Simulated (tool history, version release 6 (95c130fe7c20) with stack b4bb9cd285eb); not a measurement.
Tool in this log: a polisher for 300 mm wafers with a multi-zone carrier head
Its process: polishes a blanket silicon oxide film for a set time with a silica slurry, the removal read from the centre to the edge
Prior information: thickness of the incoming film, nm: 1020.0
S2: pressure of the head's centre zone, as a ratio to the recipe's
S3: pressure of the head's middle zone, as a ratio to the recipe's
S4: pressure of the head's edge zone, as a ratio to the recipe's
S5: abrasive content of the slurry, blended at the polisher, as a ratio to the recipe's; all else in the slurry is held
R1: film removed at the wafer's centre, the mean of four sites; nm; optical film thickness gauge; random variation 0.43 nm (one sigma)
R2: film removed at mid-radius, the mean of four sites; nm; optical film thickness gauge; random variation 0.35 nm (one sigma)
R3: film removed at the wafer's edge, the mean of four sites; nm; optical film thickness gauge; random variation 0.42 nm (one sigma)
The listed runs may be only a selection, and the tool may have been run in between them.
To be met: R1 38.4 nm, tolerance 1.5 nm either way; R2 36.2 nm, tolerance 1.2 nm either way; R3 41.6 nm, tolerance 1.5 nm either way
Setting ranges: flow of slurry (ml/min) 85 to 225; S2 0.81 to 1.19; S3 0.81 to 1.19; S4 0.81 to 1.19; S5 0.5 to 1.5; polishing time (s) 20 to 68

{"run": 1, "day": 0.0, "flow of slurry (ml/min)": 145, "S2": 1, "S3": 1, "S4": 1, "S5": 1, "polishing time (s)": 44, "R1": 74.965, "R2": 77.908, "R3": 79.712}
{"run": 2, "day": 0.225, "flow of slurry (ml/min)": 145, "S2": 1.04, "S3": 1, "S4": 1, "S5": 1, "polishing time (s)": 44, "R1": 78.046, "R2": 78.948, "R3": 79.459}
{"run": 3, "day": 0.504, "flow of slurry (ml/min)": 145, "S2": 1.04, "S3": 1, "S4": 1, "S5": 1.2, "polishing time (s)": 44, "R1": 85.66, "R2": 86.412, "R3": 86.668}
{"run": 4, "day": 0.808, "flow of slurry (ml/min)": 140, "S2": 1.03, "S3": 0.98, "S4": 0.99, "S5": 1.1, "polishing time (s)": 42, "R1": 77.855, "R2": 74.616, "R3": 79.081}
{"run": 5, "day": 1.033, "flow of slurry (ml/min)": 140, "S2": 1.02, "S3": 0.98, "S4": 0.98, "S5": 1.05, "polishing time (s)": 40, "R1": 70.616, "R2": 70.717, "R3": 72.837}
{"run": 6, "day": 1.371, "flow of slurry (ml/min)": 140, "S2": 1.02, "S3": 0.98, "S4": 0.98, "S5": 1.05, "polishing time (s)": 45, "R1": 78.575, "R2": 78.437, "R3": 82.922}
{"day": 1.704, "done": "slurry nozzle cleaned"}
{"run": 7, "day": 1.704, "flow of slurry (ml/min)": 140, "S2": 1.01, "S3": 0.97, "S4": 0.97, "S5": 1, "polishing time (s)": 43, "R1": 85.067, "R2": 83.314, "R3": 84.352}
{"run": 8, "day": 2.05, "flow of slurry (ml/min)": 140, "S2": 1.03, "S3": 0.98, "S4": 1, "S5": 0.95, "polishing time (s)": 42, "R1": 81.908, "R2": 81.329, "R3": 78.899}
{"run": 9, "day": 2.317, "flow of slurry (ml/min)": 100, "S2": 0.93, "S3": 0.88, "S4": 0.95, "S5": 0.7, "polishing time (s)": 30, "R1": 41.935, "R2": 40.63, "R3": 45.16}
{"run": 10, "day": 2.362, "flow of slurry (ml/min)": 100, "S2": 0.93, "S3": 0.87, "S4": 0.94, "S5": 0.7, "polishing time (s)": 30, "R1": 40.911, "R2": 40.897, "R3": 45.474}
{"run": 11, "day": 2.404, "flow of slurry (ml/min)": 100, "S2": 0.93, "S3": 0.87, "S4": 0.94, "S5": 0.7, "polishing time (s)": 30, "R1": 41.087, "R2": 41.089, "R3": 45.536}
{"run": 12, "day": 2.608, "flow of slurry (ml/min)": 100, "S2": 0.93, "S3": 0.87, "S4": 0.94, "S5": 0.7, "polishing time (s)": 30, "R1": 41.462, "R2": 40.348, "R3": 45.036}
{"run": 13, "day": 2.654, "flow of slurry (ml/min)": 100, "S2": 0.93, "S3": 0.86, "S4": 0.93, "S5": 0.7, "polishing time (s)": 30, "R1": 40.949, "R2": 40.683, "R3": 44.582}
{"run": 14, "day": 2.988, "flow of slurry (ml/min)": 100, "S2": 0.93, "S3": 0.85, "S4": 0.93, "S5": 0.7, "polishing time (s)": 30, "R1": 40.732, "R2": 40.509, "R3": 45.326}

Which of these 4 next moves meets every target?
{"run": "A", "day": 3.321, "flow of slurry (ml/min)": 105, "S2": 1.07, "S3": 0.94, "S4": 0.9, "S5": 0.6, "polishing time (s)": 29, "R1": "?", "R2": "?", "R3": "?"}
{"run": "B", "day": 3.321, "flow of slurry (ml/min)": 105, "S2": 0.92, "S3": 0.83, "S4": 0.96, "S5": 0.65, "polishing time (s)": 26, "R1": "?", "R2": "?", "R3": "?"}
{"run": "C", "day": 3.321, "flow of slurry (ml/min)": 90, "S2": 0.99, "S3": 0.88, "S4": 1.02, "S5": 0.6, "polishing time (s)": 30, "R1": "?", "R2": "?", "R3": "?"}
{"run": "D", "day": 3.321, "flow of slurry (ml/min)": 130, "S2": 0.84, "S3": 0.92, "S4": 0.83, "S5": 0.85, "polishing time (s)": 23, "R1": "?", "R2": "?", "R3": "?"}

move=A R1=42.087 R2=38.349 R3=39.96
move=B R1=33.983 R2=32.756 R3=38.678
move=C R1=37.817 R2=35.71 R3=42.102
move=D R1=34.068 R2=38.665 R3=38.906
A: nearer the targets than the last run, but a result is still out of spec
B: takes the result that was furthest off past its target
C: every result lands within tolerance
D: nearer the targets than the last run, but a result is still out of spec
The right move is C.

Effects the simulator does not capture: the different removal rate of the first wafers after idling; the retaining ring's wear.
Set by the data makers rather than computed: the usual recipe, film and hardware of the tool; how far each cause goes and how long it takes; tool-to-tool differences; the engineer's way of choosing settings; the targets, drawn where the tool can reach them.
